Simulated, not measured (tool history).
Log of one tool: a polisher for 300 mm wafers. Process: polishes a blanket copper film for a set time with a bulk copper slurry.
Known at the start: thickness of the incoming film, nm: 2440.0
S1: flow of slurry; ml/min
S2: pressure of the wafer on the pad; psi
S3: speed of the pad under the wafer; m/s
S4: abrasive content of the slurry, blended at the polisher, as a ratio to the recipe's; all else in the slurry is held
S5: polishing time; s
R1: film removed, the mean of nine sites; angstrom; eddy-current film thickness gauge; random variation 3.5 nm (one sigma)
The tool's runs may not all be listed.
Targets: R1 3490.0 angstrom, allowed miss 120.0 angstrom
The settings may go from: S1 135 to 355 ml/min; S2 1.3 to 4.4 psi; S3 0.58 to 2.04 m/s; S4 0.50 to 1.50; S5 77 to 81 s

run,hour,S1,S2,S3,S4,S5,R1
1,0.0,225,2.8,1.30,1.00,77,7179.2
2,2.5,225,3.3,1.30,1.00,77,8385.4
3,9.2,225,3.9,1.30,1.00,77,10146.0
4,11.1,225,3.9,1.30,1.10,77,10091.0
5,17.2,225,3.2,1.30,1.10,77,8327.5
6,24.1,225,3.2,1.62,1.10,77,10333.0
7,30.4,225,2.9,1.52,1.10,77,8892.6
8,39.1,225,2.7,1.44,1.10,77,7944.4
9,41.8,225,2.5,1.36,1.10,77,6910.5
10,43.2,225,2.3,1.30,1.10,77,6154.0
11,51.3,225,2.2,1.26,1.10,77,5675.7
12,54.6,225,2.1,1.22,1.10,77,5235.2
13,61.3,225,2.0,1.20,1.10,77,4910.6
14,62.5,220,1.3,1.10,1.10,77,2948.9
15,71.4,220,1.3,1.10,1.10,77,3008.7
# hour 72.9: slurry blender recalibrated
16,72.9,230,1.3,1.10,1.10,77,3163.8
17,79.4,235,1.3,1.10,1.10,77,3157.7
18,84.7,240,1.3,1.10,1.10,77,3182.7
19,90.1,245,1.3,1.10,1.10,77,3175.1
20,98.2,250,1.3,1.10,1.10,77,3204.3
21,105.3,255,1.3,1.10,1.10,77,3246.3
22,112.3,260,1.3,1.10,1.10,77,3177.6

5 next moves are on the table. One of them brings every result within its allowed miss. Which?
A,119.3,190,1.8,0.88,1.40,81,?
B,119.3,315,1.3,0.94,1.15,78,?
C,119.3,260,1.5,1.10,1.05,81,?
D,119.3,250,1.4,1.12,1.20,77,?
E,119.3,280,1.5,0.92,0.95,81,?

move,R1
A,3777.7
B,2853.5
C,3828.4
D,3542.7
E,3186.3
A: takes the result that was furthest off past its target
B: further off than the last run
C: takes the result that was furthest off past its target
D: meets every target
E: as far off as the last run
Answer: D
